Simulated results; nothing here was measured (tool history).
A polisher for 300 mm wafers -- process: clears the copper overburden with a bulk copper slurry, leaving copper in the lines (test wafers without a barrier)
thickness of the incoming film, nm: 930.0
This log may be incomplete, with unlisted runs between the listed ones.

run    day  flow of slurry (ml/min)  pressure of the wafer on the pad (psi)  speed of the pad under the wafer (cm/s)  abrasive content of the slurry  overpolish time after the end point (s)  time until the end point was called (s)  dishing of a wide line in a test structure (nm)
  1      0                      290                                     3.4                                       96                               1                                       20                                   84.624                                           44.538
  2  0.225                      290                                     3.4                                       96                               1                                       27                                   85.102                                           46.151
  3  0.583                      290                                     3.3                                       96                               1                                       27                                    86.48                                           44.619
  4  0.954                      290                                     3.3                                       96                            1.15                                       27                                   83.963                                           44.554
  5  0.996                      290                                     2.5                                       96                            1.15                                       27                                   112.06                                           43.644
  6    1.2                      290                                     2.3                                       96                            1.15                                       29                                   121.58                                           42.232

For run 7, what comes out?
  7  1.467                      290                                     2.3                                       96                            1.15                                       30                                        ?                                                ?

{"run 7": {"time until the end point was called (s)": 122.39, "dishing of a wide line in a test structure (nm)": 41.587}}
